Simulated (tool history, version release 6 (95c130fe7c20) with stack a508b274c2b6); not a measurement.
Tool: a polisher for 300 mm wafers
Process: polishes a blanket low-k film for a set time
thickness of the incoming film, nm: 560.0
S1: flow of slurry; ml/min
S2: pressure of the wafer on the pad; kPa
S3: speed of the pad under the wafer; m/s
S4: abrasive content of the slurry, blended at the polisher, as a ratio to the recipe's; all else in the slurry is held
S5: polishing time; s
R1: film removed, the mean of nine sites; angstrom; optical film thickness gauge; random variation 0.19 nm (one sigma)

run  hour   S1    S2    S3  S4  S5      R1
  1     0  230  15.9  1.16   1  88  464.61
  2     2  190  15.9  1.16   1  88  451.43
  3   6.2  190  15.9  1.16   1  92     465
  4  11.2  180  13.1  1.08   1  92  361.38
  5  13.1  180  13.1  1.08   1  92  358.06
  6  15.3  180  17.2  1.08   1  92   475.3
  7  20.3  175  13.8  1.04   1  92  363.25
  8  28.5  170  11.7  1.02   1  92  314.26
  9  29.4  165  10.3  0.98   1  92  264.47

The next listed run, before its measurement:
 10  31.6  160  9.7  0.98   1  92   ?

Run 10 gave R1 242.99 angstrom.

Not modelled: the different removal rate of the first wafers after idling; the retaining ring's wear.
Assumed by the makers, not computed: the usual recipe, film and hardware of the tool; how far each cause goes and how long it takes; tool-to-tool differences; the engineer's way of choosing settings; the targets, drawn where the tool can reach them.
